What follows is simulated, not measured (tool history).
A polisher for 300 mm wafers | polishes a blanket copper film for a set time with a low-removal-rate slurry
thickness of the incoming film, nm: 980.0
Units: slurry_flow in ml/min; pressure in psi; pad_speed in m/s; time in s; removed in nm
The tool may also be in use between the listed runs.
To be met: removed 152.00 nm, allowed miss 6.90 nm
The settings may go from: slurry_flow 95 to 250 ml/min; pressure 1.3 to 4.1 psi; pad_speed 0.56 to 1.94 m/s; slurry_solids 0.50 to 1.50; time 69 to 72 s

Run 1, day 0.000: slurry_flow 160 ml/min, pressure 2.7 psi, pad_speed 1.24 m/s, slurry_solids 1.00, time 69 s. Result: removed 272.00 nm.
Run 2, day 0.042: slurry_flow 160 ml/min, pressure 2.7 psi, pad_speed 1.24 m/s, slurry_solids 1.00, time 72 s. Result: removed 277.57 nm.
Run 3, day 0.212: slurry_flow 160 ml/min, pressure 2.4 psi, pad_speed 1.22 m/s, slurry_solids 1.00, time 72 s. Result: removed 245.03 nm.
Run 4, day 0.546: slurry_flow 160 ml/min, pressure 2.4 psi, pad_speed 1.10 m/s, slurry_solids 1.00, time 72 s. Result: removed 231.91 nm.
Run 5, day 0.608: slurry_flow 160 ml/min, pressure 2.4 psi, pad_speed 1.28 m/s, slurry_solids 1.00, time 72 s. Result: removed 254.12 nm.
Run 6, day 0.708: slurry_flow 160 ml/min, pressure 2.2 psi, pad_speed 1.26 m/s, slurry_solids 1.00, time 72 s. Result: removed 233.31 nm.
Run 7, day 0.867: slurry_flow 160 ml/min, pressure 2.0 psi, pad_speed 1.24 m/s, slurry_solids 1.00, time 72 s. Result: removed 208.14 nm.
Run 8, day 1.042: slurry_flow 160 ml/min, pressure 1.9 psi, pad_speed 1.24 m/s, slurry_solids 1.00, time 72 s. Result: removed 202.04 nm.
Run 9, day 1.162: slurry_flow 160 ml/min, pressure 1.8 psi, pad_speed 1.24 m/s, slurry_solids 1.00, time 72 s. Result: removed 187.47 nm.
Run 10, day 1.462: slurry_flow 160 ml/min, pressure 1.7 psi, pad_speed 1.24 m/s, slurry_solids 1.00, time 72 s. Result: removed 174.88 nm.
Run 11, day 1.646: slurry_flow 160 ml/min, pressure 1.6 psi, pad_speed 1.24 m/s, slurry_solids 1.00, time 72 s. Result: removed 169.91 nm.

Which of these 4 next moves meets every target?
Run A, day 1.829: slurry_flow 165 ml/min, pressure 1.9 psi, pad_speed 1.26 m/s, slurry_solids 0.85, time 72 s. Result: removed ?.
Run B, day 1.829: slurry_flow 120 ml/min, pressure 2.0 psi, pad_speed 1.24 m/s, slurry_solids 0.85, time 72 s. Result: removed ?.
Run C, day 1.829: slurry_flow 155 ml/min, pressure 1.6 psi, pad_speed 1.28 m/s, slurry_solids 1.05, time 72 s. Result: removed ?.
Run D, day 1.829: slurry_flow 175 ml/min, pressure 1.3 psi, pad_speed 1.44 m/s, slurry_solids 1.05, time 69 s. Result: removed ?.

move  removed
   A   191.99
   B   186.51
   C   171.26
   D   150.02
A: further off than the last run
B: further off than the last run
C: further off than the last run
D: meets every target
Answer: D
